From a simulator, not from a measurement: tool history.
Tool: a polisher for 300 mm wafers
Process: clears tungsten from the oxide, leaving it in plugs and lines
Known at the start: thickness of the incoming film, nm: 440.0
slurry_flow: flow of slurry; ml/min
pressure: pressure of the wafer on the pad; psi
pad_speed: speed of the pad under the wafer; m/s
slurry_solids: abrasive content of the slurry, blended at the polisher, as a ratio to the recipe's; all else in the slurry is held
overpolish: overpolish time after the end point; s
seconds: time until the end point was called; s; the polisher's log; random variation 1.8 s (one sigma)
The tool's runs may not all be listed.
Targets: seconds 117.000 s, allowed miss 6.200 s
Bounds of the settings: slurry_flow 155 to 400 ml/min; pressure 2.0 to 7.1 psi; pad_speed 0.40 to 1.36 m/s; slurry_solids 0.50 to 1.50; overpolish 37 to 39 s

Run 1, hour 0.0: slurry_flow 255 ml/min, pressure 4.5 psi, pad_speed 0.88 m/s, slurry_solids 1.00, overpolish 37 s. Result: seconds 75.360 s.
Run 2, hour 8.5: slurry_flow 255 ml/min, pressure 4.5 psi, pad_speed 1.00 m/s, slurry_solids 1.00, overpolish 37 s. Result: seconds 68.098 s.
Run 3, hour 16.3: slurry_flow 255 ml/min, pressure 4.1 psi, pad_speed 1.00 m/s, slurry_solids 1.00, overpolish 37 s. Result: seconds 71.947 s.
Run 4, hour 25.0: slurry_flow 255 ml/min, pressure 3.7 psi, pad_speed 0.98 m/s, slurry_solids 1.00, overpolish 37 s. Result: seconds 82.334 s.
Run 5, hour 31.9: slurry_flow 255 ml/min, pressure 3.7 psi, pad_speed 0.98 m/s, slurry_solids 1.00, overpolish 37 s. Result: seconds 83.093 s.
Run 6, hour 38.1: slurry_flow 255 ml/min, pressure 3.7 psi, pad_speed 0.98 m/s, slurry_solids 1.00, overpolish 39 s. Result: seconds 81.638 s.
Run 7, hour 42.5: slurry_flow 255 ml/min, pressure 3.4 psi, pad_speed 0.98 m/s, slurry_solids 1.00, overpolish 39 s. Result: seconds 88.591 s.
At hour 47.0: slurry blender recalibrated.
Run 8, hour 47.0: slurry_flow 255 ml/min, pressure 3.2 psi, pad_speed 0.98 m/s, slurry_solids 1.00, overpolish 39 s. Result: seconds 89.708 s.
Run 9, hour 51.0: slurry_flow 255 ml/min, pressure 3.0 psi, pad_speed 0.98 m/s, slurry_solids 1.00, overpolish 39 s. Result: seconds 90.715 s.
Run 10, hour 58.8: slurry_flow 255 ml/min, pressure 2.8 psi, pad_speed 0.96 m/s, slurry_solids 1.00, overpolish 39 s. Result: seconds 100.040 s.

4 next moves are on the table. One of them brings every result within its allowed miss. Which?
Run A, hour 66.6: slurry_flow 220 ml/min, pressure 2.9 psi, pad_speed 1.00 m/s, slurry_solids 1.10, overpolish 37 s. Result: seconds ?.
Run B, hour 66.6: slurry_flow 240 ml/min, pressure 2.8 psi, pad_speed 1.10 m/s, slurry_solids 1.10, overpolish 39 s. Result: seconds ?.
Run C, hour 66.6: slurry_flow 285 ml/min, pressure 3.1 psi, pad_speed 1.08 m/s, slurry_solids 0.95, overpolish 39 s. Result: seconds ?.
Run D, hour 66.6: slurry_flow 255 ml/min, pressure 2.5 psi, pad_speed 0.90 m/s, slurry_solids 1.05, overpolish 38 s. Result: seconds ?.

move  seconds
   A   95.312
   B   88.594
   C   83.555
   D  119.400
A: further off than the last run
B: further off than the last run
C: further off than the last run
D: meets every target
Move D is the one to make.

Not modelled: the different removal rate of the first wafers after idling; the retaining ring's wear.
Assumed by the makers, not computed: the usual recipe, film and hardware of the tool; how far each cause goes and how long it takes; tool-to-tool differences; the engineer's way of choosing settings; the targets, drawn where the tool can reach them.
